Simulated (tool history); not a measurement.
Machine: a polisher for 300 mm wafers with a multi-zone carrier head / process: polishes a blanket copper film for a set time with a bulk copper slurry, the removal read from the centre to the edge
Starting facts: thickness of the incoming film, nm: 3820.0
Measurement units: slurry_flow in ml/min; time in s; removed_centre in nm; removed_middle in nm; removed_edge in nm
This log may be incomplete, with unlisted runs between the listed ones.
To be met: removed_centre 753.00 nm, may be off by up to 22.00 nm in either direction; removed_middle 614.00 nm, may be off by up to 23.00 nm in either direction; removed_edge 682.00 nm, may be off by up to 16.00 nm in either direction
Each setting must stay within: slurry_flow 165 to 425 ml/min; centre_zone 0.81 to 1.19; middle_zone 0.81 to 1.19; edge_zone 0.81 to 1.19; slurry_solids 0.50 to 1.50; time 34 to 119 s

{"run": 1, "hour": 0.0, "slurry_flow": 275, "centre_zone": 1.0, "middle_zone": 1.0, "edge_zone": 1.0, "slurry_solids": 1.0, "time": 76, "removed_centre": 1348.1, "removed_middle": 1372.9, "removed_edge": 1369.8}
{"run": 2, "hour": 1.4, "slurry_flow": 270, "centre_zone": 1.01, "middle_zone": 0.97, "edge_zone": 0.98, "slurry_solids": 0.9, "time": 70, "removed_centre": 1233.9, "removed_middle": 1192.7, "removed_edge": 1221.0}
{"run": 3, "hour": 8.9, "slurry_flow": 270, "centre_zone": 1.01, "middle_zone": 0.89, "edge_zone": 0.98, "slurry_solids": 0.9, "time": 70, "removed_centre": 1228.6, "removed_middle": 1134.7, "removed_edge": 1237.0}
{"run": 4, "hour": 14.9, "slurry_flow": 265, "centre_zone": 1.02, "middle_zone": 0.88, "edge_zone": 0.96, "slurry_solids": 0.85, "time": 65, "removed_centre": 1131.9, "removed_middle": 1034.5, "removed_edge": 1126.7}
{"run": 5, "hour": 18.0, "slurry_flow": 265, "centre_zone": 1.03, "middle_zone": 0.87, "edge_zone": 0.95, "slurry_solids": 0.8, "time": 60, "removed_centre": 1042.5, "removed_middle": 927.02, "removed_edge": 1009.2}
{"run": 6, "hour": 23.0, "slurry_flow": 265, "centre_zone": 1.03, "middle_zone": 0.87, "edge_zone": 0.95, "slurry_solids": 0.6, "time": 60, "removed_centre": 979.77, "removed_middle": 870.08, "removed_edge": 966.15}
{"run": 7, "hour": 24.8, "slurry_flow": 260, "centre_zone": 1.04, "middle_zone": 0.86, "edge_zone": 0.94, "slurry_solids": 0.6, "time": 57, "removed_centre": 940.83, "removed_middle": 823.35, "removed_edge": 909.59}
{"run": 8, "hour": 27.1, "slurry_flow": 260, "centre_zone": 1.04, "middle_zone": 0.86, "edge_zone": 0.94, "slurry_solids": 0.6, "time": 57, "removed_centre": 938.19, "removed_middle": 826.73, "removed_edge": 906.21}
{"run": 9, "hour": 32.4, "slurry_flow": 255, "centre_zone": 1.05, "middle_zone": 0.85, "edge_zone": 0.93, "slurry_solids": 0.6, "time": 55, "removed_centre": 906.3, "removed_middle": 786.27, "removed_edge": 881.28}
{"run": 10, "hour": 39.8, "slurry_flow": 255, "centre_zone": 1.06, "middle_zone": 0.85, "edge_zone": 0.91, "slurry_solids": 0.6, "time": 53, "removed_centre": 887.09, "removed_middle": 770.1, "removed_edge": 822.38}
{"run": 11, "hour": 47.0, "slurry_flow": 245, "centre_zone": 1.07, "middle_zone": 0.84, "edge_zone": 0.91, "slurry_solids": 0.6, "time": 51, "removed_centre": 860.77, "removed_middle": 732.5, "removed_edge": 798.6}
{"run": 12, "hour": 53.4, "slurry_flow": 245, "centre_zone": 1.07, "middle_zone": 0.84, "edge_zone": 0.91, "slurry_solids": 0.6, "time": 51, "removed_centre": 864.11, "removed_middle": 726.03, "removed_edge": 799.99}
{"run": 13, "hour": 61.7, "slurry_flow": 235, "centre_zone": 1.07, "middle_zone": 0.84, "edge_zone": 0.9, "slurry_solids": 0.6, "time": 50, "removed_centre": 840.87, "removed_middle": 701.0, "removed_edge": 779.7}
{"run": 14, "hour": 69.3, "slurry_flow": 230, "centre_zone": 1.07, "middle_zone": 0.84, "edge_zone": 0.89, "slurry_solids": 0.6, "time": 50, "removed_centre": 839.1, "removed_middle": 712.23, "removed_edge": 783.3}
{"run": 15, "hour": 74.0, "slurry_flow": 225, "centre_zone": 1.07, "middle_zone": 0.84, "edge_zone": 0.88, "slurry_solids": 0.6, "time": 49, "removed_centre": 812.38, "removed_middle": 696.55, "removed_edge": 752.03}

Next run, 5 choices. One meets every target within its allowed miss, the rest don't. Which?
{"run": "A", "hour": 78.7, "slurry_flow": 205, "centre_zone": 1.01, "middle_zone": 0.9, "edge_zone": 0.86, "slurry_solids": 0.6, "time": 45, "removed_centre": "?", "removed_middle": "?", "removed_edge": "?"}
{"run": "B", "hour": 78.7, "slurry_flow": 215, "centre_zone": 1.08, "middle_zone": 0.92, "edge_zone": 0.87, "slurry_solids": 0.75, "time": 43, "removed_centre": "?", "removed_middle": "?", "removed_edge": "?"}
{"run": "C", "hour": 78.7, "slurry_flow": 230, "centre_zone": 1.05, "middle_zone": 1.13, "edge_zone": 0.82, "slurry_solids": 0.55, "time": 48, "removed_centre": "?", "removed_middle": "?", "removed_edge": "?"}
{"run": "D", "hour": 78.7, "slurry_flow": 190, "centre_zone": 1.09, "middle_zone": 0.81, "edge_zone": 0.85, "slurry_solids": 0.55, "time": 46, "removed_centre": "?", "removed_middle": "?", "removed_edge": "?"}
{"run": "E", "hour": 78.7, "slurry_flow": 205, "centre_zone": 1.12, "middle_zone": 0.97, "edge_zone": 0.84, "slurry_solids": 0.6, "time": 53, "removed_centre": "?", "removed_middle": "?", "removed_edge": "?"}

move=A removed_centre=714.13 removed_middle=670.42 removed_edge=680.72
move=B removed_centre=749.83 removed_middle=681.93 removed_edge=682.64
move=C removed_centre=782.32 removed_middle=856.84 removed_edge=706.09
move=D removed_centre=752.69 removed_middle=616.34 removed_edge=679.09
move=E removed_centre=906.99 removed_middle=838.10 removed_edge=793.80
A: the furthest-off result lands on target, but another misses its tolerance
B: the furthest-off result lands on target, but another misses its tolerance
C: further off than the last run
D: meets every target
E: further off than the last run
Correct choice: D, which meets every target
